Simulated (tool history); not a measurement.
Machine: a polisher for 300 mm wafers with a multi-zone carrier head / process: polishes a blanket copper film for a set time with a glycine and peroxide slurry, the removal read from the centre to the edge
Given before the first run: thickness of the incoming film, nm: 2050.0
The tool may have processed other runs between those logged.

run  hour  flow of slurry (ml/min)  pressure of the head's centre zone  pressure of the head's middle zone  pressure of the head's edge zone  polishing time (s)  film removed at the wafer's centre (Å)  film removed at mid-radius (Å)  film removed at the wafer's edge (Å)
  1   0.0                      150                                1.00                                1.00                              1.00                  81                                  2866.9                          2884.7                                2948.3
  2   4.1                      175                                1.00                                1.00                              1.00                  81                                  2938.0                          3001.4                                2968.0
  3   8.7                      170                                0.97                                1.01                              1.05                  86                                  3013.5                          3113.4                                3246.4
  4  15.2                      175                                0.94                                1.04                              1.09                  89                                  3127.7                          3364.5                                3434.0
  5  19.2                      180                                0.91                                1.05                              1.12                  91                                  2993.0                          3453.0                                3538.0
  6  22.8                      155                                0.91                                1.05                              1.12                  91                                  3041.2                          3399.1                                3534.4

Estimate the outcome of run 7 from the log above:
  7  24.0                      155                                0.90                                1.06                              1.14                  92                                       ?                               ?                                     ?

{"run 7": {"film removed at the wafer's centre (Å)": 2954.7, "film removed at mid-radius (Å)": 3513.7, "film removed at the wafer's edge (Å)": 3562.4}}
